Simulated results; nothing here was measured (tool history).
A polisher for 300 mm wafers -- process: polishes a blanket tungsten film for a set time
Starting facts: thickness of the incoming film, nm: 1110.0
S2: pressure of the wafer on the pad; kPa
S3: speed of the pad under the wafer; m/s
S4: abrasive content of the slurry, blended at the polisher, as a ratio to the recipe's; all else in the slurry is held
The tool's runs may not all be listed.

Run 1, hour 0.0: flow of slurry (ml/min) 150, S2 26.2 kPa, S3 1.12 m/s, S4 1.0, polishing time (s) 46. Result: film removed (Å) 2105.0.
Run 2, hour 7.8: flow of slurry (ml/min) 150, S2 26.2 kPa, S3 1.12 m/s, S4 1.0, polishing time (s) 42. Result: film removed (Å) 1958.5.
Run 3, hour 9.0: flow of slurry (ml/min) 150, S2 30.3 kPa, S3 1.12 m/s, S4 1.0, polishing time (s) 42. Result: film removed (Å) 2165.3.
Run 4, hour 15.2: flow of slurry (ml/min) 150, S2 30.3 kPa, S3 1.00 m/s, S4 1.0, polishing time (s) 42. Result: film removed (Å) 2016.9.
Run 5, hour 16.0: flow of slurry (ml/min) 140, S2 26.9 kPa, S3 1.00 m/s, S4 1.0, polishing time (s) 42. Result: film removed (Å) 1805.3.
At hour 23.5: slurry blender recalibrated.
Run 6, hour 23.5: flow of slurry (ml/min) 140, S2 26.9 kPa, S3 0.90 m/s, S4 1.0, polishing time (s) 42. Result: film removed (Å) 1858.3.
Run 7, hour 31.9: flow of slurry (ml/min) 140, S2 26.9 kPa, S3 0.90 m/s, S4 1.0, polishing time (s) 42. Result: film removed (Å) 1844.5.
Run 8, hour 40.4: flow of slurry (ml/min) 140, S2 24.1 kPa, S3 0.88 m/s, S4 1.0, polishing time (s) 42. Result: film removed (Å) 1669.6.

Predict the results of run 9:
Run 9, hour 41.2: flow of slurry (ml/min) 140, S2 22.8 kPa, S3 0.88 m/s, S4 1.0, polishing time (s) 42. Result: film removed (Å) ?.

{"run 9": {"film removed (Å)": 1598.0}}
